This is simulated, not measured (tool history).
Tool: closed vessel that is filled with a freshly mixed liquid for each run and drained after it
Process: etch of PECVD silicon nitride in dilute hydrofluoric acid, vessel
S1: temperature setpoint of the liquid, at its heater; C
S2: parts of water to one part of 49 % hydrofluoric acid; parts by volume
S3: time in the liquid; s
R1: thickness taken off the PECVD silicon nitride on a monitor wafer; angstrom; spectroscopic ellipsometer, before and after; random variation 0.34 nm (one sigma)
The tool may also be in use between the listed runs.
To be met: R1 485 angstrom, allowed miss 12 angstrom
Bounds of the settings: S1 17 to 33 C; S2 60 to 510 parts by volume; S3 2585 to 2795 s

run  hour    S1   S2    S3      R1
  1     0    25  285  2585  354.84
  2   6.9  26.5  285  2585  389.47
  3  14.7    24  285  2585  333.12
  4  16.2    26  285  2585  372.29
  5  17.9    26  285  2795  405.76
  6    27    27  285  2795  429.17
  7  35.7  27.5  285  2795  445.66
  8  39.3    28  285  2795   457.3
  9  43.3  28.5  285  2795  471.89

5 next moves are on the table. One of them brings every result within its allowed miss. Which?
  A  47.3    29  295  2690   ?
  B  47.3    28  270  2795   ?
  C  47.3  28.5  300  2795   ?
  D  47.3  27.5  275  2795   ?
  E  47.3    29  275  2795   ?

move      R1
   A  449.18
   B  481.61
   C  445.61
   D  458.92
   E  501.39
A: further off than the last run
B: meets every target
C: further off than the last run
D: further off than the last run
E: takes the result that was furthest off past its target
Answer: B

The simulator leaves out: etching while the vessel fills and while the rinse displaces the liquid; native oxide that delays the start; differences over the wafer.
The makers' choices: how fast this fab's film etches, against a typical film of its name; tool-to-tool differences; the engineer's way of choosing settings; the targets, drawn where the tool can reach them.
